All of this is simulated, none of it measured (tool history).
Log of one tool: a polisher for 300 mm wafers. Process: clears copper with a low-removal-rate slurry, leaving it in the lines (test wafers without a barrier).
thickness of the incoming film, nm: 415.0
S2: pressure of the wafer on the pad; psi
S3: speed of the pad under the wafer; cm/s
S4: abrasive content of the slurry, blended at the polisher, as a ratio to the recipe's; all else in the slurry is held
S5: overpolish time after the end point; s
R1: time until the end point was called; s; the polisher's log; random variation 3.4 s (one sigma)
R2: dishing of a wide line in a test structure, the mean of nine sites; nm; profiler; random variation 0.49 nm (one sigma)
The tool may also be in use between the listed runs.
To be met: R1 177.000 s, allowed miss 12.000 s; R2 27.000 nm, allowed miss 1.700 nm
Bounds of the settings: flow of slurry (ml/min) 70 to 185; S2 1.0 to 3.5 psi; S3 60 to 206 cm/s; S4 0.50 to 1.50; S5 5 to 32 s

{"run": 1, "hour": 0.0, "flow of slurry (ml/min)": 120, "S2": 2.2, "S3": 132, "S4": 1.0, "S5": 16, "R1": 113.16, "R2": 34.326}
{"run": 2, "hour": 6.1, "flow of slurry (ml/min)": 120, "S2": 2.2, "S3": 132, "S4": 1.0, "S5": 19, "R1": 112.21, "R2": 40.842}
{"run": 3, "hour": 9.4, "flow of slurry (ml/min)": 120, "S2": 2.2, "S3": 132, "S4": 1.0, "S5": 24, "R1": 112.56, "R2": 47.568}
{"run": 4, "hour": 11.5, "flow of slurry (ml/min)": 120, "S2": 2.2, "S3": 164, "S4": 1.0, "S5": 24, "R1": 97.847, "R2": 52.772}
{"run": 5, "hour": 16.1, "flow of slurry (ml/min)": 120, "S2": 1.8, "S3": 164, "S4": 1.0, "S5": 24, "R1": 118.76, "R2": 43.574}
{"run": 6, "hour": 24.7, "flow of slurry (ml/min)": 120, "S2": 1.7, "S3": 164, "S4": 1.0, "S5": 24, "R1": 126.6, "R2": 42.5}
{"run": 7, "hour": 32.2, "flow of slurry (ml/min)": 120, "S2": 1.6, "S3": 164, "S4": 1.0, "S5": 24, "R1": 134.18, "R2": 40.924}
{"run": 8, "hour": 37.3, "flow of slurry (ml/min)": 120, "S2": 1.5, "S3": 164, "S4": 1.0, "S5": 24, "R1": 138.52, "R2": 37.965}
{"run": 9, "hour": 38.6, "flow of slurry (ml/min)": 120, "S2": 1.4, "S3": 164, "S4": 1.0, "S5": 24, "R1": 151.77, "R2": 37.276}
{"run": 10, "hour": 45.6, "flow of slurry (ml/min)": 120, "S2": 1.4, "S3": 164, "S4": 1.0, "S5": 23, "R1": 150.45, "R2": 34.579}
{"run": 11, "hour": 52.2, "flow of slurry (ml/min)": 120, "S2": 1.0, "S3": 162, "S4": 1.0, "S5": 21, "R1": 206.01, "R2": 24.683}
{"run": 12, "hour": 58.3, "flow of slurry (ml/min)": 125, "S2": 1.1, "S3": 162, "S4": 1.0, "S5": 21, "R1": 186.38, "R2": 26.895}
{"run": 13, "hour": 66.2, "flow of slurry (ml/min)": 125, "S2": 1.1, "S3": 162, "S4": 1.0, "S5": 20, "R1": 190.22, "R2": 25.306}

Which of these 5 next moves meets every target?
{"run": "A", "hour": 74.1, "flow of slurry (ml/min)": 110, "S2": 1.2, "S3": 146, "S4": 1.05, "S5": 18, "R1": "?", "R2": "?"}
{"run": "B", "hour": 74.1, "flow of slurry (ml/min)": 105, "S2": 1.1, "S3": 206, "S4": 0.7, "S5": 20, "R1": "?", "R2": "?"}
{"run": "C", "hour": 74.1, "flow of slurry (ml/min)": 125, "S2": 1.1, "S3": 134, "S4": 1.25, "S5": 21, "R1": "?", "R2": "?"}
{"run": "D", "hour": 74.1, "flow of slurry (ml/min)": 105, "S2": 1.0, "S3": 166, "S4": 1.0, "S5": 26, "R1": "?", "R2": "?"}
{"run": "E", "hour": 74.1, "flow of slurry (ml/min)": 135, "S2": 1.0, "S3": 146, "S4": 1.2, "S5": 25, "R1": "?", "R2": "?"}

move=A R1=200.250 R2=23.211
move=B R1=182.850 R2=26.966
move=C R1=217.230 R2=24.442
move=D R1=221.820 R2=28.145
move=E R1=222.390 R2=27.261
A: further off than the last run
B: meets every target
C: further off than the last run
D: further off than the last run
E: further off than the last run
Move B is the one to make.
